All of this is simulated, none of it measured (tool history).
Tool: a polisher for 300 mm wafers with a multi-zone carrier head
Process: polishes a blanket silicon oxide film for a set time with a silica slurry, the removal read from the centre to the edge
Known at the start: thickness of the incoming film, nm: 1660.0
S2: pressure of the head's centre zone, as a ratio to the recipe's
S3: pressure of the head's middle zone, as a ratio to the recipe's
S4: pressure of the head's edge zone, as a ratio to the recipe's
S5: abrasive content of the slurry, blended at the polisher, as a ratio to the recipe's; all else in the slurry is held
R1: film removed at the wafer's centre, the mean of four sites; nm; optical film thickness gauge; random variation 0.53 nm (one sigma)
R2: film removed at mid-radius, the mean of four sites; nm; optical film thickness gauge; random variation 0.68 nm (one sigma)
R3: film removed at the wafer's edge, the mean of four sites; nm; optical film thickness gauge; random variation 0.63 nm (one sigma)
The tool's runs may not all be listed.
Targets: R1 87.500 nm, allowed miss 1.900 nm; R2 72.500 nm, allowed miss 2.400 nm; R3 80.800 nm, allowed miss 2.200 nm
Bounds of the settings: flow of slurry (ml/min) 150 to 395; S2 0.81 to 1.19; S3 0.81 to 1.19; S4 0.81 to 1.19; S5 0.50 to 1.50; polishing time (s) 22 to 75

Run 1, day 0.000: flow of slurry (ml/min) 250, S2 1.00, S3 1.00, S4 1.00, S5 1.00, polishing time (s) 48. Result: R1 112.560 nm, R2 111.060 nm, R3 110.040 nm.
Run 2, day 0.233: flow of slurry (ml/min) 245, S2 1.00, S3 0.96, S4 0.98, S5 0.90, polishing time (s) 48. Result: R1 107.850 nm, R2 102.230 nm, R3 103.240 nm.
Run 3, day 0.267: flow of slurry (ml/min) 245, S2 1.00, S3 0.96, S4 0.98, S5 0.75, polishing time (s) 48. Result: R1 99.766 nm, R2 93.949 nm, R3 95.292 nm.
Run 4, day 0.367: flow of slurry (ml/min) 235, S2 1.00, S3 0.93, S4 0.97, S5 0.70, polishing time (s) 48. Result: R1 95.839 nm, R2 90.728 nm, R3 93.849 nm.
Run 5, day 0.717: flow of slurry (ml/min) 240, S2 1.01, S3 0.91, S4 0.97, S5 0.65, polishing time (s) 47. Result: R1 91.601 nm, R2 83.568 nm, R3 88.439 nm.
Run 6, day 0.808: flow of slurry (ml/min) 240, S2 1.01, S3 0.94, S4 0.97, S5 0.65, polishing time (s) 47. Result: R1 92.434 nm, R2 85.436 nm, R3 88.010 nm.
Run 7, day 0.933: flow of slurry (ml/min) 240, S2 1.01, S3 0.94, S4 0.97, S5 0.65, polishing time (s) 47. Result: R1 91.114 nm, R2 86.589 nm, R3 88.194 nm.
Run 8, day 1.121: flow of slurry (ml/min) 235, S2 1.02, S3 0.92, S4 0.96, S5 0.65, polishing time (s) 47. Result: R1 91.716 nm, R2 84.681 nm, R3 87.398 nm.
Run 9, day 1.262: flow of slurry (ml/min) 180, S2 1.03, S3 0.82, S4 0.89, S5 0.60, polishing time (s) 47. Result: R1 81.398 nm, R2 69.546 nm, R3 77.135 nm.
Run 10, day 1.492: flow of slurry (ml/min) 190, S2 1.03, S3 0.82, S4 0.89, S5 0.60, polishing time (s) 47. Result: R1 84.101 nm, R2 70.547 nm, R3 77.835 nm.
Run 11, day 1.592: flow of slurry (ml/min) 195, S2 1.03, S3 0.82, S4 0.90, S5 0.60, polishing time (s) 47. Result: R1 85.216 nm, R2 71.090 nm, R3 78.780 nm.
Run 12, day 1.700: flow of slurry (ml/min) 200, S2 1.03, S3 0.82, S4 0.90, S5 0.60, polishing time (s) 47. Result: R1 85.851 nm, R2 72.318 nm, R3 80.940 nm.

5 next moves are on the table. One of them brings every result within its allowed miss. Which?
Run A, day 1.808: flow of slurry (ml/min) 215, S2 1.05, S3 0.81, S4 1.02, S5 0.60, polishing time (s) 45. Result: R1 ?, R2 ?, R3 ?.
Run B, day 1.808: flow of slurry (ml/min) 170, S2 0.97, S3 0.87, S4 0.86, S5 0.60, polishing time (s) 49. Result: R1 ?, R2 ?, R3 ?.
Run C, day 1.808: flow of slurry (ml/min) 205, S2 1.03, S3 0.81, S4 0.87, S5 0.90, polishing time (s) 40. Result: R1 ?, R2 ?, R3 ?.
Run D, day 1.808: flow of slurry (ml/min) 245, S2 1.04, S3 0.91, S4 0.99, S5 0.85, polishing time (s) 37. Result: R1 ?, R2 ?, R3 ?.
Run E, day 1.808: flow of slurry (ml/min) 220, S2 1.04, S3 0.85, S4 0.93, S5 0.60, polishing time (s) 45. Result: R1 ?, R2 ?, R3 ?.

move      R1      R2      R3
   A  83.978  70.064  81.192
   B  80.570  74.886  78.352
   C  86.390  73.080  79.398
   D  82.515  74.789  78.053
   E  84.048  72.870  78.277
A: further off than the last run
B: further off than the last run
C: meets every target
D: further off than the last run
E: further off than the last run
Move C is the one to make.

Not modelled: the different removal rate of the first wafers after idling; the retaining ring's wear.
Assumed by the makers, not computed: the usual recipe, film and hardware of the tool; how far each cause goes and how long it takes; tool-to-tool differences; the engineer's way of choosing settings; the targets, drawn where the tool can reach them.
